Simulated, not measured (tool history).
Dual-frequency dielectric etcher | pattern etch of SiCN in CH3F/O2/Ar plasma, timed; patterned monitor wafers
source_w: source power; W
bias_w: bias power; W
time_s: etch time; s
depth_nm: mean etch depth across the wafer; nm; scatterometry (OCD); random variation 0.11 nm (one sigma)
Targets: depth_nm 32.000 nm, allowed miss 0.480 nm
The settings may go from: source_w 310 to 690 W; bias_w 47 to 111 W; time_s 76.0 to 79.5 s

{"run": 1, "hour": 0.0, "source_w": 500, "bias_w": 79, "time_s": 76.0, "depth_nm": 35.101}
{"run": 2, "hour": 8.3, "source_w": 500, "bias_w": 79, "time_s": 76.0, "depth_nm": 35.135}
{"run": 3, "hour": 16.2, "source_w": 500, "bias_w": 79, "time_s": 76.0, "depth_nm": 35.312}
{"run": 4, "hour": 19.2, "source_w": 490, "bias_w": 79, "time_s": 76.0, "depth_nm": 34.971}
{"run": 5, "hour": 27.4, "source_w": 480, "bias_w": 79, "time_s": 76.0, "depth_nm": 34.627}
{"run": 6, "hour": 28.1, "source_w": 480, "bias_w": 79, "time_s": 79.5, "depth_nm": 35.917}
{"run": 7, "hour": 34.8, "source_w": 480, "bias_w": 79, "time_s": 79.5, "depth_nm": 36.03}
{"run": 8, "hour": 42.3, "source_w": 470, "bias_w": 79, "time_s": 79.5, "depth_nm": 35.825}
{"run": 9, "hour": 49.7, "source_w": 460, "bias_w": 79, "time_s": 79.5, "depth_nm": 35.45}
{"run": 10, "hour": 50.7, "source_w": 450, "bias_w": 79, "time_s": 79.5, "depth_nm": 34.584}
{"run": 11, "hour": 56.8, "source_w": 440, "bias_w": 79, "time_s": 79.5, "depth_nm": 34.324}
{"run": 12, "hour": 65.3, "source_w": 430, "bias_w": 79, "time_s": 79.5, "depth_nm": 33.688}
{"run": 13, "hour": 68.3, "source_w": 410, "bias_w": 79, "time_s": 79.5, "depth_nm": 32.989}
{"run": 14, "hour": 73.1, "source_w": 400, "bias_w": 79, "time_s": 79.5, "depth_nm": 32.539}

4 next moves are on the table. One of them brings every result within its allowed miss. Which?
{"run": "A", "hour": 77.9, "source_w": 420, "bias_w": 75, "time_s": 79.5, "depth_nm": "?"}
{"run": "B", "hour": 77.9, "source_w": 400, "bias_w": 77, "time_s": 78.5, "depth_nm": "?"}
{"run": "C", "hour": 77.9, "source_w": 400, "bias_w": 94, "time_s": 77.0, "depth_nm": "?"}
{"run": "D", "hour": 77.9, "source_w": 400, "bias_w": 76, "time_s": 77.0, "depth_nm": "?"}

move=A depth_nm=32.947
move=B depth_nm=31.873
move=C depth_nm=33.224
move=D depth_nm=31.144
A: further off than the last run
B: meets every target
C: further off than the last run
D: takes the result that was furthest off past its target
Answer: B
